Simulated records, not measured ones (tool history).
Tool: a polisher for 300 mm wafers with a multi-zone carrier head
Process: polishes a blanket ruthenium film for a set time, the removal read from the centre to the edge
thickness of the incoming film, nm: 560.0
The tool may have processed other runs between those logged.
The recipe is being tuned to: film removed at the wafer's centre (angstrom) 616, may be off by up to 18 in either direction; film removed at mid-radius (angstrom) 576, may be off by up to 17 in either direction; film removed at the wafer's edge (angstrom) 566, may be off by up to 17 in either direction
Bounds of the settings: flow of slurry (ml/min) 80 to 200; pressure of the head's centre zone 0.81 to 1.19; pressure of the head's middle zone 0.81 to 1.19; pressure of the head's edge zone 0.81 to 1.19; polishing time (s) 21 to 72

run,day,flow of slurry (ml/min),pressure of the head's centre zone,pressure of the head's middle zone,pressure of the head's edge zone,polishing time (s),film removed at the wafer's centre (angstrom),film removed at mid-radius (angstrom),film removed at the wafer's edge (angstrom)
1,0,130,1,1,1,46,443.09,436.52,445.75
2,0.346,140,1.03,1.03,1.04,47,479.07,478.5,461.91
3,0.604,145,1.04,1.02,1.07,49,514.22,490.71,493.2
4,0.833,145,1.04,1.02,1.07,60,620.81,610.13,615.15
5,1.046,145,1.04,1.02,1.07,67,693.32,678.67,677.6
6,1.096,145,1.04,0.94,1.07,67,699.87,630.37,688.42
7,1.167,135,1.04,0.95,1.02,67,682.31,628.22,652.2
8,1.212,125,1.04,0.95,1,67,666.06,610.17,639.43
9,1.254,115,1.04,0.96,0.97,67,651.56,596.8,622.42
10,1.317,110,1.04,0.97,0.94,67,635.31,609.21,619.92
11,1.475,100,1.11,0.95,0.84,64,628.02,551.57,540.29

Which one of the following 4 next-run settings gets every result inside its allowed miss? There is exactly one.
A,1.633,105,1.04,1.05,0.84,65,?,?,?
B,1.633,90,1.09,1.01,0.9,66,?,?,?
C,1.633,90,1.09,0.94,0.89,66,?,?,?
D,1.633,115,1.12,0.95,0.82,58,?,?,?

move,film removed at the wafer's centre (angstrom),film removed at mid-radius (angstrom),film removed at the wafer's edge (angstrom)
A,625.91,624.41,562.17
B,627.13,582.06,565.94
C,626.82,547.96,564.07
D,619.97,525.63,507.08
A: puts the biggest miss on target and leaves a different result outside tolerance
B: all results in spec
C: puts the biggest miss on target and leaves a different result outside tolerance
D: lands further from the targets than the last run did
Correct choice: B, which meets every target

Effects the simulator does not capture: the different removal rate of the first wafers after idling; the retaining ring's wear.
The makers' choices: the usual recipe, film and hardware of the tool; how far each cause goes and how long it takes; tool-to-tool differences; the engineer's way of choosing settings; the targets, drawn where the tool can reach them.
